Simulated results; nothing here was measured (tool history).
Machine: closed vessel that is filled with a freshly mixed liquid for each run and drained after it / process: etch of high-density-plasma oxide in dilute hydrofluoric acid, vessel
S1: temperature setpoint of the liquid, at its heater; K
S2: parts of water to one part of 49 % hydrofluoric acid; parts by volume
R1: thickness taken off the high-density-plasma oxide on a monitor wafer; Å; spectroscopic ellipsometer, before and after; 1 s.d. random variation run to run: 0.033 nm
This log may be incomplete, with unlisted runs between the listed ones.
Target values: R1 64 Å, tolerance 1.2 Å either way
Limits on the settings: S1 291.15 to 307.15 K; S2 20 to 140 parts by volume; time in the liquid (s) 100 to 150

Run 1, hour 0: S1 299.15 K, S2 75 parts by volume, time in the liquid (s) 150. Result: R1 125.18 Å.
Run 2, hour 4.9: S1 299.15 K, S2 75 parts by volume, time in the liquid (s) 150. Result: R1 125.99 Å.
Run 3, hour 11.5: S1 299.15 K, S2 75 parts by volume, time in the liquid (s) 100. Result: R1 83.917 Å.
Run 4, hour 13.6: S1 298.15 K, S2 75 parts by volume, time in the liquid (s) 100. Result: R1 79.561 Å.
Run 5, hour 18.4: S1 297.15 K, S2 75 parts by volume, time in the liquid (s) 100. Result: R1 77.768 Å.
Run 6, hour 19: S1 300.15 K, S2 75 parts by volume, time in the liquid (s) 100. Result: R1 86.983 Å.
Run 7, hour 25: S1 299.15 K, S2 75 parts by volume, time in the liquid (s) 100. Result: R1 83.762 Å.
Run 8, hour 29: S1 298.15 K, S2 75 parts by volume, time in the liquid (s) 100. Result: R1 80.685 Å.
Run 9, hour 31.9: S1 297.65 K, S2 75 parts by volume, time in the liquid (s) 100. Result: R1 78.494 Å.
Run 10, hour 37.3: S1 297.15 K, S2 75 parts by volume, time in the liquid (s) 100. Result: R1 77.394 Å.
Run 11, hour 38.8: S1 296.65 K, S2 75 parts by volume, time in the liquid (s) 100. Result: R1 75.512 Å.
Run 12, hour 39.4: S1 296.15 K, S2 75 parts by volume, time in the liquid (s) 100. Result: R1 74.839 Å.
Run 13, hour 47.5: S1 295.65 K, S2 75 parts by volume, time in the liquid (s) 100. Result: R1 72.263 Å.
Run 14, hour 52: S1 295.15 K, S2 75 parts by volume, time in the liquid (s) 100. Result: R1 71.532 Å.
Run 15, hour 55.9: S1 294.65 K, S2 75 parts by volume, time in the liquid (s) 100. Result: R1 70.086 Å.
Run 16, hour 58.4: S1 293.65 K, S2 75 parts by volume, time in the liquid (s) 100. Result: R1 66.914 Å.
Run 17, hour 65.2: S1 293.15 K, S2 75 parts by volume, time in the liquid (s) 100. Result: R1 65.719 Å.

4 candidate next runs follow, results not yet known. Just one meets every target within its allowed miss. Identify it.
Run A, hour 72: S1 292.15 K, S2 70 parts by volume, time in the liquid (s) 100. Result: R1 ?.
Run B, hour 72: S1 295.15 K, S2 105 parts by volume, time in the liquid (s) 130. Result: R1 ?.
Run C, hour 72: S1 294.15 K, S2 75 parts by volume, time in the liquid (s) 100. Result: R1 ?.
Run D, hour 72: S1 295.65 K, S2 90 parts by volume, time in the liquid (s) 115. Result: R1 ?.

move      R1
   A  67.639
   B  63.717
   C  68.239
   D  68.299
A: further off than the last run
B: every result within its allowed miss
C: further off than the last run
D: further off than the last run
Go with B: it meets all targets.

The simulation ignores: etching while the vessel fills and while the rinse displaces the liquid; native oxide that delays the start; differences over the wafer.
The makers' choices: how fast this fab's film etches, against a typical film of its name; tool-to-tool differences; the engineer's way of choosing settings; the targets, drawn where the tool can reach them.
